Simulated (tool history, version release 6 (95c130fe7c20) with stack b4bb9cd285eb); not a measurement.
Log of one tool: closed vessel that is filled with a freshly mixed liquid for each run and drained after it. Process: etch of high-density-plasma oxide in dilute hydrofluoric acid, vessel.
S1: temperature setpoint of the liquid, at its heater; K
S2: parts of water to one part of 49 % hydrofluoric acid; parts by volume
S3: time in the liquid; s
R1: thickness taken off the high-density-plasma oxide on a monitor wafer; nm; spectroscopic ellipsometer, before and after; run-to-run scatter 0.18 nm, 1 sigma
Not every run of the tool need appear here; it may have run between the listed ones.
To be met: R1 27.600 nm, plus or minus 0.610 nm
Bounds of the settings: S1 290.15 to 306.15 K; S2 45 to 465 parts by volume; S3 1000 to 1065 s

run 1 hour=0.0 | S1=298.15 S2=255 S3=1000 | R1=17.864
run 2 hour=9.2 | S1=300.15 S2=245 S3=1000 | R1=19.966
run 3 hour=17.1 | S1=300.15 S2=245 S3=1000 | R1=20.134
run 4 hour=21.2 | S1=301.65 S2=240 S3=1000 | R1=21.911
run 5 hour=22.5 | S1=301.65 S2=240 S3=1065 | R1=23.249
run 6 hour=31.9 | S1=301.65 S2=240 S3=1065 | R1=22.969
run 7 hour=34.1 | S1=302.65 S2=235 S3=1065 | R1=24.793
run 8 hour=36.8 | S1=303.15 S2=235 S3=1065 | R1=25.062
run 9 hour=45.6 | S1=303.65 S2=235 S3=1065 | R1=25.426
run 10 hour=53.6 | S1=304.15 S2=235 S3=1065 | R1=25.921

Of the 4 settings listed for the next run, only one would bring every result within its allowed miss of target. Which one?
run A hour=61.6 | S1=306.15 S2=235 S3=1005 | R1=?
run B hour=61.6 | S1=305.15 S2=230 S3=1065 | R1=?
run C hour=61.6 | S1=304.65 S2=230 S3=1020 | R1=?
run D hour=61.6 | S1=303.65 S2=235 S3=1040 | R1=?

move=A R1=25.811
move=B R1=27.215
move=C R1=25.637
move=D R1=24.596
A: lands further from the targets than the last run did
B: all results in spec
C: lands further from the targets than the last run did
D: lands further from the targets than the last run did
The right move is B.
